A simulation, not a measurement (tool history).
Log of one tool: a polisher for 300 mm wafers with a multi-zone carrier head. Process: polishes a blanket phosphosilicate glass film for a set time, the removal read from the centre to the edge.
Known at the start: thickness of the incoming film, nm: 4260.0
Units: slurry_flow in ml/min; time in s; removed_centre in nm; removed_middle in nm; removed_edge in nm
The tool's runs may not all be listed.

run 1 hour=0.0 | slurry_flow=270 centre_zone=1.00 middle_zone=1.00 edge_zone=1.00 slurry_solids=1.00 time=72 | removed_centre=756.62 removed_middle=779.07 removed_edge=742.37
run 2 hour=0.7 | slurry_flow=270 centre_zone=1.00 middle_zone=1.00 edge_zone=0.92 slurry_solids=1.00 time=72 | removed_centre=758.65 removed_middle=764.86 removed_edge=719.96
run 3 hour=6.1 | slurry_flow=270 centre_zone=1.00 middle_zone=1.00 edge_zone=0.92 slurry_solids=1.00 time=56 | removed_centre=593.09 removed_middle=597.47 removed_edge=564.31
run 4 hour=9.8 | slurry_flow=275 centre_zone=0.99 middle_zone=1.00 edge_zone=0.90 slurry_solids=0.85 time=54 | removed_centre=519.52 removed_middle=549.72 removed_edge=500.60
run 5 hour=11.9 | slurry_flow=275 centre_zone=0.99 middle_zone=1.00 edge_zone=0.93 slurry_solids=0.85 time=54 | removed_centre=519.09 removed_middle=537.74 removed_edge=515.70
run 6 hour=12.5 | slurry_flow=275 centre_zone=1.00 middle_zone=0.99 edge_zone=0.90 slurry_solids=0.75 time=53 | removed_centre=482.25 removed_middle=488.53 removed_edge=451.56
run 7 hour=20.6 | slurry_flow=265 centre_zone=0.99 middle_zone=0.97 edge_zone=0.88 slurry_solids=0.70 time=53 | removed_centre=464.76 removed_middle=472.68 removed_edge=439.73
run 8 hour=24.9 | slurry_flow=260 centre_zone=0.98 middle_zone=0.96 edge_zone=0.86 slurry_solids=0.65 time=53 | removed_centre=440.24 removed_middle=457.80 removed_edge=412.06
run 9 hour=29.9 | slurry_flow=250 centre_zone=0.97 middle_zone=0.94 edge_zone=0.85 slurry_solids=0.65 time=53 | removed_centre=435.33 removed_middle=441.18 removed_edge=406.63

Forecast run 10:
run 10 hour=38.9 | slurry_flow=240 centre_zone=0.96 middle_zone=0.93 edge_zone=0.84 slurry_solids=0.65 time=53 | removed_centre=? removed_middle=? removed_edge=?

{"run 10": {"removed_centre": 426.34, "removed_middle": 438.14, "removed_edge": 413.22}}
